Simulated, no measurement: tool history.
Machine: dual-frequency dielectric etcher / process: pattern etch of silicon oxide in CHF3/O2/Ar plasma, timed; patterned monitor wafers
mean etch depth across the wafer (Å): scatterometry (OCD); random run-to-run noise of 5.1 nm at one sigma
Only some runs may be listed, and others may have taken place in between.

run  hour  source power (W)  bias power (W)  etch time (s)  mean etch depth across the wafer (Å)
  1   0.0               590             236          649.0                                 14319
  2   4.1               570             234          649.0                                 14151
  3   6.8               570             202          649.0                                 13499
  4  15.1               560             201          649.0                                 13365
  5  22.7               560             201          649.0                                 13379
  6  28.2               550             200          649.0                                 13327

Forecast run 7:
  7  31.5               540             199          649.0                                     ?

mean etch depth across the wafer (Å): 13190

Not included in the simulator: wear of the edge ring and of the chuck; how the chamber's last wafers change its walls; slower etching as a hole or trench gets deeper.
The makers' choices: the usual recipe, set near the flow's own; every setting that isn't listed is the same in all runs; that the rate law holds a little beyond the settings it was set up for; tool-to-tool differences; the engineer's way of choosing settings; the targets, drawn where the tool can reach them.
